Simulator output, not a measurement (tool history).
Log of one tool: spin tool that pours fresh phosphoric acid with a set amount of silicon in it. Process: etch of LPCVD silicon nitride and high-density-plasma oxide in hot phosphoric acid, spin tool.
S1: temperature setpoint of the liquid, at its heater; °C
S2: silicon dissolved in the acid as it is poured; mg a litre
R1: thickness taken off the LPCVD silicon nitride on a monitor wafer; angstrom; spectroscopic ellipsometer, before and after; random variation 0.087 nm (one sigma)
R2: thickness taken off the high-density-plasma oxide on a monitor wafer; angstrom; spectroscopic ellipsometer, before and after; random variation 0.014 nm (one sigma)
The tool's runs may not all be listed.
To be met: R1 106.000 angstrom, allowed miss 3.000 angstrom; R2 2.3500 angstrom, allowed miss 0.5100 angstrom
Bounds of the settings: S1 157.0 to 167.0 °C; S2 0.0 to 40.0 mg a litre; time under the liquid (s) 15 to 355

{"run": 1, "hour": 0.0, "S1": 162.0, "S2": 17.5, "time under the liquid (s)": 180, "R1": 211.36, "R2": 4.5196}
{"run": 2, "hour": 0.8, "S1": 161.5, "S2": 16.0, "time under the liquid (s)": 160, "R1": 184.76, "R2": 4.2673}
{"run": 3, "hour": 7.9, "S1": 161.0, "S2": 16.5, "time under the liquid (s)": 145, "R1": 165.36, "R2": 3.5583}
{"run": 4, "hour": 11.3, "S1": 159.5, "S2": 16.5, "time under the liquid (s)": 145, "R1": 159.51, "R2": 2.9806}
{"run": 5, "hour": 13.8, "S1": 159.5, "S2": 20.5, "time under the liquid (s)": 145, "R1": 157.55, "R2": 2.8134}
{"run": 6, "hour": 22.0, "S1": 159.5, "S2": 18.5, "time under the liquid (s)": 130, "R1": 141.16, "R2": 2.813}
{"run": 7, "hour": 22.7, "S1": 159.5, "S2": 18.0, "time under the liquid (s)": 120, "R1": 131.05, "R2": 2.6542}
{"run": 8, "hour": 24.4, "S1": 157.5, "S2": 11.0, "time under the liquid (s)": 90, "R1": 92.208, "R2": 1.9655}
{"run": 9, "hour": 33.5, "S1": 158.0, "S2": 12.0, "time under the liquid (s)": 90, "R1": 93.184, "R2": 2.2181}
{"run": 10, "hour": 36.0, "S1": 158.5, "S2": 13.5, "time under the liquid (s)": 90, "R1": 95.341, "R2": 1.727}
{"run": 11, "hour": 38.1, "S1": 159.0, "S2": 12.5, "time under the liquid (s)": 90, "R1": 95.44, "R2": 2.0261}
{"run": 12, "hour": 45.3, "S1": 159.5, "S2": 13.0, "time under the liquid (s)": 90, "R1": 98.336, "R2": 1.9131}
{"run": 13, "hour": 47.1, "S1": 161.0, "S2": 6.5, "time under the liquid (s)": 95, "R1": 108.2, "R2": 2.9289}

5 next moves are on the table. One of them brings every result within its allowed miss. Which?
{"run": "A", "hour": 48.9, "S1": 160.5, "S2": 15.5, "time under the liquid (s)": 100, "R1": "?", "R2": "?"}
{"run": "B", "hour": 48.9, "S1": 162.5, "S2": 1.5, "time under the liquid (s)": 95, "R1": "?", "R2": "?"}
{"run": "C", "hour": 48.9, "S1": 161.0, "S2": 0.0, "time under the liquid (s)": 100, "R1": "?", "R2": "?"}
{"run": "D", "hour": 48.9, "S1": 162.0, "S2": 16.0, "time under the liquid (s)": 90, "R1": "?", "R2": "?"}
{"run": "E", "hour": 48.9, "S1": 158.5, "S2": 14.0, "time under the liquid (s)": 110, "R1": "?", "R2": "?"}

move=A R1=113.320 R2=2.3999
move=B R1=115.020 R2=3.5732
move=C R1=115.220 R2=3.4662
move=D R1=107.180 R2=2.3796
move=E R1=116.600 R2=2.3648
A: brings the result that was furthest off to its target, and leaves another outside
B: further off than the last run
C: further off than the last run
D: meets every target
E: brings the result that was furthest off to its target, and leaves another outside
Move D is the one to make.

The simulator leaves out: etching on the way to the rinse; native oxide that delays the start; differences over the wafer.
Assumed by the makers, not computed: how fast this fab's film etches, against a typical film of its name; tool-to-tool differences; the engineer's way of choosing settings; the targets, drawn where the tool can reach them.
